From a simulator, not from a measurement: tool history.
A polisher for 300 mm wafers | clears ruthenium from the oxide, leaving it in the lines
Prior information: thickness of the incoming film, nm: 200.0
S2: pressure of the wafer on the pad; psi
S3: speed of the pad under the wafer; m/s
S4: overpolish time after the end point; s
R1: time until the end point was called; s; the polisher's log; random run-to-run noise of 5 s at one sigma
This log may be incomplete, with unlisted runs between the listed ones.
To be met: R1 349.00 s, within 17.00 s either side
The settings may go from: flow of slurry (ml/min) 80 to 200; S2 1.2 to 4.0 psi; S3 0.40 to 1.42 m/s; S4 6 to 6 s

{"run": 1, "hour": 0.0, "flow of slurry (ml/min)": 130, "S2": 2.6, "S3": 0.9, "S4": 6, "R1": 197.12}
{"run": 2, "hour": 7.8, "flow of slurry (ml/min)": 130, "S2": 3.2, "S3": 0.9, "S4": 6, "R1": 166.06}
{"run": 3, "hour": 12.7, "flow of slurry (ml/min)": 155, "S2": 3.2, "S3": 0.9, "S4": 6, "R1": 163.07}
{"run": 4, "hour": 15.3, "flow of slurry (ml/min)": 155, "S2": 3.2, "S3": 0.9, "S4": 6, "R1": 158.52}
{"run": 5, "hour": 16.8, "flow of slurry (ml/min)": 155, "S2": 3.2, "S3": 1.12, "S4": 6, "R1": 126.32}
{"run": 6, "hour": 24.2, "flow of slurry (ml/min)": 155, "S2": 2.7, "S3": 1.12, "S4": 6, "R1": 149.61}
{"run": 7, "hour": 25.5, "flow of slurry (ml/min)": 135, "S2": 2.0, "S3": 0.86, "S4": 6, "R1": 264.93}
{"run": 8, "hour": 30.4, "flow of slurry (ml/min)": 130, "S2": 1.3, "S3": 0.84, "S4": 6, "R1": 412.81}

Below are 5 possible settings for the next run. Only one of them brings all results inside the allowed miss of their targets. Which is it?
{"run": "A", "hour": 35.3, "flow of slurry (ml/min)": 140, "S2": 1.7, "S3": 0.82, "S4": 6, "R1": "?"}
{"run": "B", "hour": 35.3, "flow of slurry (ml/min)": 105, "S2": 1.7, "S3": 0.88, "S4": 6, "R1": "?"}
{"run": "C", "hour": 35.3, "flow of slurry (ml/min)": 130, "S2": 1.5, "S3": 0.86, "S4": 6, "R1": "?"}
{"run": "D", "hour": 35.3, "flow of slurry (ml/min)": 165, "S2": 1.9, "S3": 0.78, "S4": 6, "R1": "?"}
{"run": "E", "hour": 35.3, "flow of slurry (ml/min)": 95, "S2": 1.4, "S3": 1.1, "S4": 6, "R1": "?"}

move=A R1=322.62
move=B R1=318.05
move=C R1=351.58
move=D R1=296.52
move=E R1=314.55
A: takes the result that was furthest off past its target
B: takes the result that was furthest off past its target
C: in spec on every target
D: takes the result that was furthest off past its target
E: takes the result that was furthest off past its target
The right move is C.
